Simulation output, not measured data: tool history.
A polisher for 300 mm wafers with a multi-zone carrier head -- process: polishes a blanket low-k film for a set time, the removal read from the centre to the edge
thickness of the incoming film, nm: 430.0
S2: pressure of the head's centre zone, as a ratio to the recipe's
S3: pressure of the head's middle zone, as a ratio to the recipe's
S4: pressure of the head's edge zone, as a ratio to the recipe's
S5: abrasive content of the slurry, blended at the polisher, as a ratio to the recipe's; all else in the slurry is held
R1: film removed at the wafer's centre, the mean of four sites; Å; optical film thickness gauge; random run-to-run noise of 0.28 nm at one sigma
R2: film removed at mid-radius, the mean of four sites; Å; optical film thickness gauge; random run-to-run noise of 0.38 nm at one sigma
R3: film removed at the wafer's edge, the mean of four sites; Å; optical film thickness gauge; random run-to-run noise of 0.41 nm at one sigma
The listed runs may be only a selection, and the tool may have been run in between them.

run 1 hour=0.0 | flow_of_slurry_(ml/min)=145 S2=1.00 S3=1.00 S4=1.00 S5=1.00 polishing_time_(s)=54 | R1=228.29 R2=226.96 R3=239.09
run 2 hour=0.7 | flow_of_slurry_(ml/min)=150 S2=0.99 S3=1.00 S4=1.03 S5=1.10 polishing_time_(s)=55 | R1=238.57 R2=246.13 R3=263.36
run 3 hour=5.6 | flow_of_slurry_(ml/min)=150 S2=0.99 S3=1.00 S4=1.03 S5=1.10 polishing_time_(s)=45 | R1=201.71 R2=200.71 R3=213.01
run 4 hour=12.3 | flow_of_slurry_(ml/min)=150 S2=0.99 S3=1.00 S4=1.03 S5=0.95 polishing_time_(s)=45 | R1=184.59 R2=193.10 R3=196.86
run 5 hour=20.0 | flow_of_slurry_(ml/min)=150 S2=0.99 S3=1.00 S4=1.11 S5=0.95 polishing_time_(s)=45 | R1=185.35 R2=191.22 R3=204.66
run 6 hour=28.4 | flow_of_slurry_(ml/min)=150 S2=0.99 S3=1.00 S4=1.11 S5=0.95 polishing_time_(s)=55 | R1=222.87 R2=238.57 R3=254.18
run 7 hour=35.4 | flow_of_slurry_(ml/min)=155 S2=0.99 S3=1.00 S4=1.12 S5=1.05 polishing_time_(s)=55 | R1=239.20 R2=243.09 R3=269.83

Estimate the outcome of run 8 from the log above:
run 8 hour=42.7 | flow_of_slurry_(ml/min)=160 S2=0.98 S3=1.01 S4=1.13 S5=1.15 polishing_time_(s)=55 | R1=? R2=? R3=?

Run 8 came out at R1 243.77 Å, R2 261.51 Å, R3 277.31 Å.
